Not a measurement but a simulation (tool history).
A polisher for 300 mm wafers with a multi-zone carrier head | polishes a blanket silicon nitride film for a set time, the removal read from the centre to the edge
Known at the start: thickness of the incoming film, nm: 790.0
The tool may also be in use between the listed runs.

run  hour  flow of slurry (ml/min)  pressure of the head's centre zone  pressure of the head's middle zone  pressure of the head's edge zone  polishing time (s)  film removed at the wafer's centre (nm)  film removed at mid-radius (nm)  film removed at the wafer's edge (nm)
  1     0                      170                                   1                                   1                                 1                  42                                   100.45                           98.633                                 101.75
  2   4.5                      170                                0.92                                   1                                 1                  42                                   91.385                           99.578                                 104.42
  3   9.6                      125                                0.92                                   1                                 1                  42                                   87.871                           92.627                                  99.03
  4  13.7                      120                                0.95                                0.97                              0.98                  41                                   86.445                           86.593                                 93.557
  5  21.7                      120                                1.02                                0.97                              0.98                  41                                   92.534                           86.189                                 94.596
     24.1  -- worn pad replaced by a new one
  6  24.1                      120                                1.02                                0.89                              0.98                  41                                   97.555                           87.103                                 101.09

Forecast run 7:
  7  27.1                      115                                1.04                                0.89                              0.96                  40                                        ?                                ?                                      ?

{"run 7": {"film removed at the wafer's centre (nm)": 96.764, "film removed at mid-radius (nm)": 83.767, "film removed at the wafer's edge (nm)": 98.296}}
